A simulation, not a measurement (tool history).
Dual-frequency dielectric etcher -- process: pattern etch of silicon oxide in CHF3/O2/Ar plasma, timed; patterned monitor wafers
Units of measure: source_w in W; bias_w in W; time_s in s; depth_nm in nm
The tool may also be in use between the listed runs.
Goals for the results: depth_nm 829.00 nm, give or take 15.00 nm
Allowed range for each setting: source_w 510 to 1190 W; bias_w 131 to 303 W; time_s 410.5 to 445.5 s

{"run": 1, "hour": 0.0, "source_w": 850, "bias_w": 217, "time_s": 445.5, "depth_nm": 975.94}
{"run": 2, "hour": 7.7, "source_w": 800, "bias_w": 214, "time_s": 445.0, "depth_nm": 950.35}
{"run": 3, "hour": 14.9, "source_w": 760, "bias_w": 211, "time_s": 444.5, "depth_nm": 928.88}
{"run": 4, "hour": 19.5, "source_w": 760, "bias_w": 224, "time_s": 444.5, "depth_nm": 946.78}
{"run": 5, "hour": 24.1, "source_w": 730, "bias_w": 220, "time_s": 444.0, "depth_nm": 929.54}
{"run": 6, "hour": 32.8, "source_w": 700, "bias_w": 217, "time_s": 443.5, "depth_nm": 909.78}
{"run": 7, "hour": 33.9, "source_w": 670, "bias_w": 215, "time_s": 443.0, "depth_nm": 887.0}
{"run": 8, "hour": 42.4, "source_w": 650, "bias_w": 214, "time_s": 443.0, "depth_nm": 884.95}
{"run": 9, "hour": 46.1, "source_w": 630, "bias_w": 213, "time_s": 443.0, "depth_nm": 870.99}
{"run": 10, "hour": 49.1, "source_w": 620, "bias_w": 212, "time_s": 443.0, "depth_nm": 881.13}
{"run": 11, "hour": 54.9, "source_w": 620, "bias_w": 212, "time_s": 443.0, "depth_nm": 872.63}
{"run": 12, "hour": 63.3, "source_w": 610, "bias_w": 211, "time_s": 443.0, "depth_nm": 871.03}
{"run": 13, "hour": 70.4, "source_w": 510, "bias_w": 202, "time_s": 441.5, "depth_nm": 806.42}

Consider the 5 candidate settings below. Which is the only one whose results all fall within their allowed miss of target?
{"run": "A", "hour": 77.5, "source_w": 590, "bias_w": 194, "time_s": 416.5, "depth_nm": "?"}
{"run": "B", "hour": 77.5, "source_w": 550, "bias_w": 216, "time_s": 416.0, "depth_nm": "?"}
{"run": "C", "hour": 77.5, "source_w": 560, "bias_w": 188, "time_s": 418.5, "depth_nm": "?"}
{"run": "D", "hour": 77.5, "source_w": 520, "bias_w": 191, "time_s": 428.5, "depth_nm": "?"}
{"run": "E", "hour": 77.5, "source_w": 530, "bias_w": 215, "time_s": 438.0, "depth_nm": "?"}

move=A depth_nm=786.77
move=B depth_nm=793.18
move=C depth_nm=772.07
move=D depth_nm=777.20
move=E depth_nm=825.28
A: further off than the last run
B: further off than the last run
C: further off than the last run
D: further off than the last run
E: every result lands within tolerance
E meets every target.
